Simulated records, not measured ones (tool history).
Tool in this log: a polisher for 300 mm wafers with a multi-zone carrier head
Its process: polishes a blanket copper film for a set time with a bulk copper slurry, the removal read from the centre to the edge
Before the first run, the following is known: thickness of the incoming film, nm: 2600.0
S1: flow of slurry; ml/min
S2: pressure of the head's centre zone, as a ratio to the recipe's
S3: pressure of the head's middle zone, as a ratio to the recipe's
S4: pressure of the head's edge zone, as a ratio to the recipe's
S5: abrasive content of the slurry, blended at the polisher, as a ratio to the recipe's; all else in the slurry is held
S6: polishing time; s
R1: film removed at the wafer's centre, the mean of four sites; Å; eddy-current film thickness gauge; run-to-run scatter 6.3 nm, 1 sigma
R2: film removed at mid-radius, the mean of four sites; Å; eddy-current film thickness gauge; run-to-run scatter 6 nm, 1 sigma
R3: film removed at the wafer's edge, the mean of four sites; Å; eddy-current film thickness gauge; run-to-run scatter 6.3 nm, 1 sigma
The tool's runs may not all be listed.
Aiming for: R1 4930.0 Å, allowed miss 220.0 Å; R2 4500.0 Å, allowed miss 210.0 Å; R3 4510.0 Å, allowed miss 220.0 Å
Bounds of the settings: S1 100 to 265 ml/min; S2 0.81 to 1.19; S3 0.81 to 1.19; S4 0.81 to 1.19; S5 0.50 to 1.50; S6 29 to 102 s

| run | hour | S1 | S2 | S3 | S4 | S5 | S6 | R1 | R2 | R3 |
|---|---|---|---|---|---|---|---|---|---|---|
| 1 | 0.0 | 170 | 1.00 | 1.00 | 1.00 | 1.00 | 65 | 6259.6 | 5896.5 | 6171.7 |
| 2 | 5.7 | 170 | 1.00 | 1.00 | 1.00 | 0.90 | 65 | 6225.9 | 5758.3 | 5845.7 |
| 3 | 7.5 | 170 | 0.94 | 1.00 | 1.00 | 0.90 | 65 | 6040.6 | 5861.2 | 6125.3 |
| 4 | 8.2 | 170 | 0.89 | 1.00 | 1.00 | 0.90 | 65 | 5531.3 | 5722.3 | 5906.3 |
| 5 | 12.6 | 170 | 0.89 | 0.99 | 0.98 | 0.85 | 64 | 5389.9 | 5537.2 | 5752.5 |
| 6 | 14.3 | 170 | 0.90 | 0.98 | 0.96 | 0.80 | 63 | 5368.4 | 5490.8 | 5574.8 |
| 7 | 20.5 | 155 | 0.98 | 0.88 | 0.87 | 0.55 | 54 | 4500.4 | 3863.8 | 4158.1 |
| 8 | 21.8 | 160 | 0.98 | 0.89 | 0.88 | 0.55 | 54 | 4517.3 | 3930.4 | 4209.5 |
| 9 | 29.2 | 165 | 0.98 | 0.90 | 0.88 | 0.55 | 54 | 4556.8 | 3936.4 | 4371.7 |
| 10 | 30.3 | 165 | 1.05 | 1.00 | 0.81 | 0.65 | 53 | 4962.9 | 4374.0 | 4133.1 |
| 11 | 32.3 | 165 | 1.04 | 1.00 | 0.82 | 0.65 | 53 | 4761.1 | 4413.1 | 4062.4 |
| 12 | 34.5 | 170 | 1.04 | 0.92 | 0.92 | 0.90 | 55 | 5381.9 | 4501.2 | 4935.5 |
| 13 | 42.9 | 165 | 1.03 | 0.93 | 0.91 | 0.90 | 55 | 5375.8 | 4640.2 | 4897.8 |
|  | 47.1 | centre zone pressure recalibrated |
| 14 | 47.1 | 160 | 1.02 | 0.93 | 0.90 | 0.90 | 55 | 5022.4 | 4452.2 | 4890.8 |
| 15 | 51.0 | 160 | 1.02 | 0.94 | 0.89 | 0.90 | 55 | 4989.7 | 4639.2 | 4742.5 |

Of the 4 settings listed for the next run, only one would bring every result within its allowed miss of target. Which one?
| A | 54.9 | 245 | 1.02 | 0.95 | 0.87 | 1.35 | 47 | ? | ? | ? |
| B | 54.9 | 200 | 1.10 | 0.94 | 0.97 | 0.70 | 51 | ? | ? | ? |
| C | 54.9 | 185 | 1.19 | 0.98 | 0.88 | 0.65 | 55 | ? | ? | ? |
| D | 54.9 | 190 | 1.17 | 1.09 | 0.81 | 0.55 | 51 | ? | ? | ? |

| move | R1 | R2 | R3 |
|---|---|---|---|
| A | 4893.5 | 4422.0 | 4526.2 |
| B | 4810.2 | 4074.2 | 4458.5 |
| C | 5374.6 | 4434.7 | 4492.1 |
| D | 4803.8 | 4392.1 | 3906.9 |
A: every result within its allowed miss
B: brings the last run's worst result on target, with another outside its allowed miss
C: brings the last run's worst result on target, with another outside its allowed miss
D: moves the result that the last run missed by most past its target, out the other side
The move that meets every target is A.

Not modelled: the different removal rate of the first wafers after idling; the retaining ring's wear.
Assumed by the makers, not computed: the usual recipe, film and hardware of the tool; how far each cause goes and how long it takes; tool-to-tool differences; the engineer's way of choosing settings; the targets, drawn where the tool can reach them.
